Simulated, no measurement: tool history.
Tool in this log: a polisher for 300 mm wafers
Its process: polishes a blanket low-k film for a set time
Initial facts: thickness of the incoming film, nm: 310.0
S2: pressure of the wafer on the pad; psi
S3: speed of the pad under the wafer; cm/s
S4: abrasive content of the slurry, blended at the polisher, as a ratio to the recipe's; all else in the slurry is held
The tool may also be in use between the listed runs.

run 1 hour=0.0 | flow_of_slurry_(ml/min)=290 S2=2.4 S3=82 S4=1.0 polishing_time_(s)=106 | film_removed_(Å)=442.24
run 2 hour=2.8 | flow_of_slurry_(ml/min)=290 S2=2.4 S3=82 S4=1.0 polishing_time_(s)=106 | film_removed_(Å)=433.98
run 3 hour=9.8 | flow_of_slurry_(ml/min)=290 S2=2.6 S3=82 S4=1.0 polishing_time_(s)=106 | film_removed_(Å)=470.20
run 4 hour=12.0 | flow_of_slurry_(ml/min)=290 S2=2.7 S3=82 S4=1.0 polishing_time_(s)=106 | film_removed_(Å)=490.06
run 5 hour=14.0 | flow_of_slurry_(ml/min)=290 S2=2.7 S3=82 S4=1.0 polishing_time_(s)=111 | film_removed_(Å)=504.06
run 6 hour=16.4 | flow_of_slurry_(ml/min)=290 S2=2.7 S3=66 S4=1.0 polishing_time_(s)=111 | film_removed_(Å)=429.06

The next listed run, before its measurement:
run 7 hour=22.3 | flow_of_slurry_(ml/min)=290 S2=2.9 S3=66 S4=1.0 polishing_time_(s)=111 | film_removed_(Å)=?

{"run 7": {"film removed (Å)": 454.38}}
